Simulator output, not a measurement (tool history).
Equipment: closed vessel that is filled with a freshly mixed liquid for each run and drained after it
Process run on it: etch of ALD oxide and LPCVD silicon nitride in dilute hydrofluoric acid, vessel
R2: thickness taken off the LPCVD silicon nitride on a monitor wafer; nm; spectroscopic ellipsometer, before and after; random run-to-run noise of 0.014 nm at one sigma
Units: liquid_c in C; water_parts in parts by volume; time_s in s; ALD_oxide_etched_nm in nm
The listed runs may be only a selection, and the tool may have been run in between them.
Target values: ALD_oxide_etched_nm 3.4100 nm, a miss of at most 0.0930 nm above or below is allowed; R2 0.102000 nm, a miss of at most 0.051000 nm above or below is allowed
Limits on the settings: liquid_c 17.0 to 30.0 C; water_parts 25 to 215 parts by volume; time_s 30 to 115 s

Run 1, day 0.000: liquid_c 22.0 C, water_parts 120 parts by volume, time_s 60 s. Result: ALD_oxide_etched_nm 7.2894 nm, R2 0.151050 nm.
Run 2, day 0.279: liquid_c 22.0 C, water_parts 120 parts by volume, time_s 50 s. Result: ALD_oxide_etched_nm 6.0831 nm, R2 0.181380 nm.
Run 3, day 0.404: liquid_c 22.0 C, water_parts 120 parts by volume, time_s 65 s. Result: ALD_oxide_etched_nm 7.8715 nm, R2 0.199230 nm.
Run 4, day 0.721: liquid_c 22.0 C, water_parts 120 parts by volume, time_s 90 s. Result: ALD_oxide_etched_nm 10.8690 nm, R2 0.345820 nm.
Run 5, day 0.996: liquid_c 22.0 C, water_parts 120 parts by volume, time_s 70 s. Result: ALD_oxide_etched_nm 8.4610 nm, R2 0.206340 nm.
Run 6, day 1.042: liquid_c 20.5 C, water_parts 120 parts by volume, time_s 70 s. Result: ALD_oxide_etched_nm 8.0118 nm, R2 0.190940 nm.
Run 7, day 1.292: liquid_c 20.0 C, water_parts 145 parts by volume, time_s 70 s. Result: ALD_oxide_etched_nm 6.2719 nm, R2 0.133910 nm.
Run 8, day 1.633: liquid_c 18.5 C, water_parts 195 parts by volume, time_s 70 s. Result: ALD_oxide_etched_nm 4.1932 nm, R2 0.100130 nm.
Run 9, day 1.704: liquid_c 17.5 C, water_parts 215 parts by volume, time_s 70 s. Result: ALD_oxide_etched_nm 3.5983 nm, R2 0.078529 nm.
Run 10, day 2.046: liquid_c 18.0 C, water_parts 215 parts by volume, time_s 70 s. Result: ALD_oxide_etched_nm 3.6603 nm, R2 0.102410 nm.

Which one of the following 5 next-run settings gets every result inside its allowed miss? There is exactly one.
Run A, day 2.388: liquid_c 18.5 C, water_parts 190 parts by volume, time_s 55 s. Result: ALD_oxide_etched_nm ?, R2 ?.
Run B, day 2.388: liquid_c 17.0 C, water_parts 205 parts by volume, time_s 70 s. Result: ALD_oxide_etched_nm ?, R2 ?.
Run C, day 2.388: liquid_c 18.5 C, water_parts 200 parts by volume, time_s 65 s. Result: ALD_oxide_etched_nm ?, R2 ?.
Run D, day 2.388: liquid_c 17.0 C, water_parts 190 parts by volume, time_s 70 s. Result: ALD_oxide_etched_nm ?, R2 ?.
Run E, day 2.388: liquid_c 19.0 C, water_parts 205 parts by volume, time_s 65 s. Result: ALD_oxide_etched_nm ?, R2 ?.

move  ALD_oxide_etched_nm        R2
   A               3.4197  0.090842
   B               3.7482  0.097188
   C               3.8030  0.102170
   D               4.1002  0.104530
   E               3.7655  0.103130
A: in spec on every target
B: misses by more than the last run did
C: misses by more than the last run did
D: misses by more than the last run did
E: misses by more than the last run did
Correct choice: A, which meets every target
